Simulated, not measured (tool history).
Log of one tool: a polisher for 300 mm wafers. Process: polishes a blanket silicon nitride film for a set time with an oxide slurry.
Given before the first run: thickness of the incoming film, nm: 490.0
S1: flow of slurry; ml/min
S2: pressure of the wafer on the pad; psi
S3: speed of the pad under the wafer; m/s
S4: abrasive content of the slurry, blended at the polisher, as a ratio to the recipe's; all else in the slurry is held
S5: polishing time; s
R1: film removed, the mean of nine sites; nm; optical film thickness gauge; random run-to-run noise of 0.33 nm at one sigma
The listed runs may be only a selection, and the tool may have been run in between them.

{"run": 1, "day": 0.0, "S1": 230, "S2": 4.5, "S3": 0.88, "S4": 1.0, "S5": 72, "R1": 49.952}
{"run": 2, "day": 0.308, "S1": 230, "S2": 4.3, "S3": 0.88, "S4": 1.0, "S5": 72, "R1": 46.482}
{"run": 3, "day": 0.375, "S1": 230, "S2": 4.2, "S3": 0.88, "S4": 1.0, "S5": 72, "R1": 46.372}
{"run": 4, "day": 0.729, "S1": 230, "S2": 5.3, "S3": 0.88, "S4": 1.0, "S5": 72, "R1": 56.958}
{"run": 5, "day": 1.096, "S1": 230, "S2": 5.3, "S3": 0.88, "S4": 1.1, "S5": 72, "R1": 61.324}
{"run": 6, "day": 1.183, "S1": 230, "S2": 5.3, "S3": 0.88, "S4": 1.1, "S5": 75, "R1": 63.036}
{"run": 7, "day": 1.521, "S1": 230, "S2": 4.9, "S3": 0.88, "S4": 1.1, "S5": 75, "R1": 57.933}

Run 8 comes next. What will it give?
{"run": 8, "day": 1.704, "S1": 230, "S2": 4.6, "S3": 0.88, "S4": 1.1, "S5": 75, "R1": "?"}

Run 8 produced R1 55.229 nm.

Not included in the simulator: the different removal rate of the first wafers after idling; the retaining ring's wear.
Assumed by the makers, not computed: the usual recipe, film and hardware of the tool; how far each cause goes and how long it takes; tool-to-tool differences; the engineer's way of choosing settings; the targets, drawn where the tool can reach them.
